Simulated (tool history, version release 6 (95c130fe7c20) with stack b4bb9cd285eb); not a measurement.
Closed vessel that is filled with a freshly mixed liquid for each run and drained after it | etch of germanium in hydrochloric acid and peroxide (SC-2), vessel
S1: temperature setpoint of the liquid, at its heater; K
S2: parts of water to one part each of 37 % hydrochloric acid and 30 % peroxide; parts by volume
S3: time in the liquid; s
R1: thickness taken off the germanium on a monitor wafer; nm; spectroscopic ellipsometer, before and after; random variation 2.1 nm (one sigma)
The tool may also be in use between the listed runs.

{"run": 1, "hour": 0.0, "S1": 318.15, "S2": 7, "S3": 100, "R1": 168.7}
{"run": 2, "hour": 2.4, "S1": 320.65, "S2": 7, "S3": 100, "R1": 183.75}
{"run": 3, "hour": 6.1, "S1": 316.15, "S2": 7, "S3": 100, "R1": 159.04}
{"run": 4, "hour": 13.2, "S1": 319.15, "S2": 7, "S3": 100, "R1": 175.14}
{"run": 5, "hour": 22.0, "S1": 321.65, "S2": 7, "S3": 100, "R1": 191.48}
{"run": 6, "hour": 26.3, "S1": 323.65, "S2": 7, "S3": 100, "R1": 201.95}
{"run": 7, "hour": 34.6, "S1": 325.15, "S2": 7, "S3": 100, "R1": 215.62}
{"run": 8, "hour": 38.8, "S1": 326.15, "S2": 7, "S3": 100, "R1": 219.86}

The next listed run, before its measurement:
{"run": 9, "hour": 42.6, "S1": 327.15, "S2": 7, "S3": 100, "R1": "?"}

R1: 228.07 nm

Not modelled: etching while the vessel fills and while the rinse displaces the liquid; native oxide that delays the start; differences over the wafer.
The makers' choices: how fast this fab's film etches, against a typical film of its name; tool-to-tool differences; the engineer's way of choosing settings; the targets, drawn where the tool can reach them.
